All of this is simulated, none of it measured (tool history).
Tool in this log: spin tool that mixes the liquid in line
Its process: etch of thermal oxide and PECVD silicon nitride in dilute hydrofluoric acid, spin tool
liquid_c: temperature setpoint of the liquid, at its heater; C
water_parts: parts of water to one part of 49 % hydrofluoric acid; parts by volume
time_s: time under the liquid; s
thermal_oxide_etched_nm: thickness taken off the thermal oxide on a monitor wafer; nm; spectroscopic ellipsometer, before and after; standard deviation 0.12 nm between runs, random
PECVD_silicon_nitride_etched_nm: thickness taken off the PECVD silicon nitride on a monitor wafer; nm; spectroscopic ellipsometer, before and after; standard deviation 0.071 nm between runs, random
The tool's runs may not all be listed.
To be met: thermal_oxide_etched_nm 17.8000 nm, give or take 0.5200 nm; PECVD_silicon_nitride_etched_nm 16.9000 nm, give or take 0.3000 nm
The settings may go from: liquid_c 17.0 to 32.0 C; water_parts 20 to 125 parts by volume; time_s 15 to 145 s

run  hour  liquid_c  water_parts  time_s  thermal_oxide_etched_nm  PECVD_silicon_nitride_etched_nm
  1   0.0      24.0           70      75                   5.3369                           5.9744
  2   5.1      24.0           50      75                   7.6459                           8.2963
  3   6.1      24.0           45      80                   9.2564                           9.7593
  4  11.5      24.0           40      80                  10.4760                          10.9410
  5  20.4      24.0           35      80                  11.9780                          12.4610
  6  24.9      21.0           35      80                  10.6870                          10.0600
  7  32.7      22.0           25      85                  16.5390                          16.0130
  8  40.3      21.5           20      85                  20.4140                          19.1040
  9  41.9      21.5           25      85                  16.3050                          15.3490
 10  48.5      22.0           25      85                  16.5800                          15.8360
 11  49.2      22.0           20      85                  20.9920                          19.8230
 12  56.3      22.0           20      85                  21.1450                          19.6930
 13  61.0      22.0           25      85                  16.4710                          16.0060

Next run, 4 choices. One meets every target within its allowed miss, the rest don't. Which?
  A  65.7      24.0           30      90                        ?                                ?
  B  65.7      25.0           45     125                        ?                                ?
  C  65.7      21.0           30     115                        ?                                ?
  D  65.7      26.5           25      65                        ?                                ?

move  thermal_oxide_etched_nm  PECVD_silicon_nitride_etched_nm
   A                  15.6320                          16.3620
   B                  14.7810                          16.3910
   C                  17.5930                          17.0050
   D                  15.1360                          16.6860
A: further off than the last run
B: further off than the last run
C: every result lands within tolerance
D: gets the furthest-off result to its target, but another result is out of tolerance
Answer: C
